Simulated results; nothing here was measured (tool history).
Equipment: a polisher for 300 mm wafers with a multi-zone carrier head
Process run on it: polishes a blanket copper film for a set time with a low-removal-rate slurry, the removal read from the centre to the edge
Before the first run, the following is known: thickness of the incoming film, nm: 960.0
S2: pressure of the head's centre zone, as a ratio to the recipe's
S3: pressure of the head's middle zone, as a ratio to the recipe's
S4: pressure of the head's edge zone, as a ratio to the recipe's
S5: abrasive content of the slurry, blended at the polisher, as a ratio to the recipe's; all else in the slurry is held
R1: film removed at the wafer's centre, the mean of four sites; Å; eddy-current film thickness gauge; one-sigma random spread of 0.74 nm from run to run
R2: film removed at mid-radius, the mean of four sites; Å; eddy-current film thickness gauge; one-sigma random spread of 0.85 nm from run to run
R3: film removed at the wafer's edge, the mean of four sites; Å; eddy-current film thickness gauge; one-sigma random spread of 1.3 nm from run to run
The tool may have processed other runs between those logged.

Run 1, hour 0: flow of slurry (ml/min) 160, S2 1, S3 1, S4 1, S5 1, polishing time (s) 86. Result: R1 1740.1 Å, R2 1668.9 Å, R3 1714.1 Å.
Run 2, hour 1.5: flow of slurry (ml/min) 155, S2 0.99, S3 1, S4 0.98, S5 0.95, polishing time (s) 81. Result: R1 1574.2 Å, R2 1550.6 Å, R3 1560.6 Å.
Run 3, hour 4.6: flow of slurry (ml/min) 150, S2 0.98, S3 0.99, S4 0.97, S5 0.9, polishing time (s) 78. Result: R1 1470 Å, R2 1430.6 Å, R3 1463.8 Å.
Run 4, hour 8.7: flow of slurry (ml/min) 150, S2 0.93, S3 0.99, S4 0.97, S5 0.9, polishing time (s) 78. Result: R1 1371.7 Å, R2 1443.7 Å, R3 1472.1 Å.
Run 5, hour 10.1: flow of slurry (ml/min) 150, S2 0.93, S3 0.92, S4 0.97, S5 0.9, polishing time (s) 78. Result: R1 1349.1 Å, R2 1374 Å, R3 1506.2 Å.
Run 6, hour 12: flow of slurry (ml/min) 135, S2 0.93, S3 0.92, S4 0.97, S5 0.9, polishing time (s) 78. Result: R1 1352.9 Å, R2 1332.6 Å, R3 1445 Å.
Run 7, hour 15.6: flow of slurry (ml/min) 130, S2 0.92, S3 0.93, S4 0.96, S5 0.85, polishing time (s) 75. Result: R1 1229.3 Å, R2 1258.8 Å, R3 1381.3 Å.
Run 8, hour 17.4: flow of slurry (ml/min) 130, S2 0.92, S3 0.94, S4 0.94, S5 0.8, polishing time (s) 72. Result: R1 1165.4 Å, R2 1198.4 Å, R3 1276.2 Å.
Run 9, hour 25.2: flow of slurry (ml/min) 120, S2 0.85, S3 0.96, S4 0.84, S5 0.55, polishing time (s) 52. Result: R1 679.32 Å, R2 772.34 Å, R3 731.38 Å.
Run 10, hour 33.4: flow of slurry (ml/min) 130, S2 0.85, S3 0.96, S4 0.85, S5 0.55, polishing time (s) 52. Result: R1 683.04 Å, R2 772.75 Å, R3 764.65 Å.
Run 11, hour 40.7: flow of slurry (ml/min) 135, S2 0.86, S3 0.97, S4 0.85, S5 0.55, polishing time (s) 52. Result: R1 699.61 Å, R2 783.89 Å, R3 776.9 Å.
Run 12, hour 42.5: flow of slurry (ml/min) 140, S2 0.87, S3 0.98, S4 0.85, S5 0.55, polishing time (s) 52. Result: R1 723.66 Å, R2 784.1 Å, R3 778.16 Å.
Run 13, hour 49: flow of slurry (ml/min) 145, S2 0.87, S3 1, S4 0.86, S5 0.55, polishing time (s) 52. Result: R1 711.23 Å, R2 814.57 Å, R3 775 Å.
Run 14, hour 55.6: flow of slurry (ml/min) 150, S2 0.88, S3 1, S4 0.86, S5 0.55, polishing time (s) 52. Result: R1 725.27 Å, R2 840.35 Å, R3 787.92 Å.
Run 15, hour 56.3: flow of slurry (ml/min) 155, S2 0.89, S3 1, S4 0.86, S5 0.55, polishing time (s) 52. Result: R1 730.96 Å, R2 839.28 Å, R3 782.91 Å.
Run 16, hour 64.6: flow of slurry (ml/min) 155, S2 0.89, S3 1, S4 0.86, S5 0.55, polishing time (s) 52. Result: R1 737.66 Å, R2 833.98 Å, R3 780.29 Å.
Run 17, hour 69.4: flow of slurry (ml/min) 160, S2 0.89, S3 1, S4 0.87, S5 0.55, polishing time (s) 52. Result: R1 757.63 Å, R2 833.94 Å, R3 797.45 Å.
Run 18, hour 70.2: flow of slurry (ml/min) 165, S2 0.89, S3 1, S4 0.88, S5 0.55, polishing time (s) 52. Result: R1 755.82 Å, R2 825.17 Å, R3 810.03 Å.
Run 19, hour 74.8: flow of slurry (ml/min) 165, S2 0.89, S3 1.01, S4 0.89, S5 0.55, polishing time (s) 52. Result: R1 750.37 Å, R2 842.62 Å, R3 800.36 Å.
Run 20, hour 78.6: flow of slurry (ml/min) 205, S2 0.91, S3 1, S4 0.95, S5 0.65, polishing time (s) 53. Result: R1 873.21 Å, R2 930.75 Å, R3 901.91 Å.
Run 21, hour 84.4: flow of slurry (ml/min) 205, S2 0.91, S3 1, S4 0.94, S5 0.65, polishing time (s) 53. Result: R1 869.31 Å, R2 925.32 Å, R3 917.66 Å.
Run 22, hour 92.6: flow of slurry (ml/min) 205, S2 0.91, S3 1, S4 0.94, S5 0.65, polishing time (s) 53. Result: R1 865.11 Å, R2 951.06 Å, R3 914.49 Å.
Run 23, hour 93.4: flow of slurry (ml/min) 200, S2 0.91, S3 1, S4 0.93, S5 0.65, polishing time (s) 53. Result: R1 878.35 Å, R2 946.06 Å, R3 930.46 Å.
Run 24, hour 98.2: flow of slurry (ml/min) 195, S2 0.91, S3 1, S4 0.93, S5 0.65, polishing time (s) 53. Result: R1 865.8 Å, R2 940.57 Å, R3 908.52 Å.

Run 25 comes next. What will it give?
Run 25, hour 101.1: flow of slurry (ml/min) 190, S2 0.91, S3 1, S4 0.92, S5 0.65, polishing time (s) 53. Result: R1 ?, R2 ?, R3 ?.

Run 25 gave R1 841.24 Å, R2 932.28 Å, R3 908.97 Å.

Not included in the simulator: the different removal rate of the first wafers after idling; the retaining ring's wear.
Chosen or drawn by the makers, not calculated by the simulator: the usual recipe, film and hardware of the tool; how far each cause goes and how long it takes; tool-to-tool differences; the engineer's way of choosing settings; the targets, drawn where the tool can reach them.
